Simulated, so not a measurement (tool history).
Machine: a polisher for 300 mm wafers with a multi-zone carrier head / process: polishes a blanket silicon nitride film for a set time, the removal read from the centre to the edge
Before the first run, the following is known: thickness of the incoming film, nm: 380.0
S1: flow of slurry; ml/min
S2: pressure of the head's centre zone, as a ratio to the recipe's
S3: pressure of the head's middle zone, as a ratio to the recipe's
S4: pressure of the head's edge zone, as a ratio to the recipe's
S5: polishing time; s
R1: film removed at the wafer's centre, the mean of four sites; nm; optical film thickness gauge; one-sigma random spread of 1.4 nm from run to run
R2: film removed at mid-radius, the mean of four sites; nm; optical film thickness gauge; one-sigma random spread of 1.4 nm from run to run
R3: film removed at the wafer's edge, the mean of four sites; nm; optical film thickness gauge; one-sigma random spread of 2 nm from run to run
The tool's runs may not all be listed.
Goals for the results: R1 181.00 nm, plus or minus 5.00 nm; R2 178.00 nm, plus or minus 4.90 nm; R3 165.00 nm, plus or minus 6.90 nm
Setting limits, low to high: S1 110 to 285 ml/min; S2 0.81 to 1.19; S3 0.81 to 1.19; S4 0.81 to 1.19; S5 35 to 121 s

| run | hour | S1 | S2 | S3 | S4 | S5 | R1 | R2 | R3 |
|---|---|---|---|---|---|---|---|---|---|
| 1 | 0.0 | 180 | 1.00 | 1.00 | 1.00 | 78 | 150.19 | 153.41 | 147.61 |
| 2 | 2.2 | 190 | 1.01 | 1.01 | 1.01 | 78 | 152.21 | 157.69 | 149.07 |
| 3 | 10.8 | 190 | 1.01 | 1.01 | 1.04 | 78 | 151.12 | 157.03 | 150.13 |
| 4 | 15.7 | 190 | 1.01 | 1.04 | 1.04 | 78 | 151.56 | 159.20 | 148.84 |
| 5 | 16.7 | 190 | 1.05 | 1.04 | 1.04 | 78 | 157.83 | 162.49 | 150.33 |
|  | 22.9 | edge zone pressure recalibrated |
| 6 | 22.9 | 190 | 1.05 | 1.04 | 1.10 | 78 | 157.18 | 160.57 | 163.17 |
| 7 | 30.3 | 240 | 1.13 | 1.09 | 1.07 | 78 | 174.01 | 172.73 | 165.63 |
| 8 | 37.6 | 245 | 1.14 | 1.09 | 1.07 | 78 | 173.75 | 172.83 | 161.64 |
| 9 | 38.6 | 245 | 1.15 | 1.09 | 1.07 | 78 | 173.03 | 169.96 | 167.75 |

Consider the 4 candidate settings below. Which is the only one whose results all fall within their allowed miss of target?
| A | 39.6 | 275 | 1.19 | 0.90 | 1.00 | 82 | ? | ? | ? |
| B | 39.6 | 280 | 0.99 | 1.12 | 1.18 | 80 | ? | ? | ? |
| C | 39.6 | 245 | 1.10 | 1.11 | 1.19 | 77 | ? | ? | ? |
| D | 39.6 | 235 | 1.12 | 1.06 | 0.98 | 83 | ? | ? | ? |

| move | R1 | R2 | R3 |
|---|---|---|---|
| A | 188.96 | 159.70 | 170.69 |
| B | 162.79 | 187.86 | 180.71 |
| C | 165.61 | 176.64 | 172.72 |
| D | 179.67 | 182.13 | 168.35 |
A: misses by more than the last run did
B: the result that was furthest off in the last run now lies on the other side of its target
C: puts the biggest miss on target and leaves a different result outside tolerance
D: every result within its allowed miss
Go with D: it meets all targets.

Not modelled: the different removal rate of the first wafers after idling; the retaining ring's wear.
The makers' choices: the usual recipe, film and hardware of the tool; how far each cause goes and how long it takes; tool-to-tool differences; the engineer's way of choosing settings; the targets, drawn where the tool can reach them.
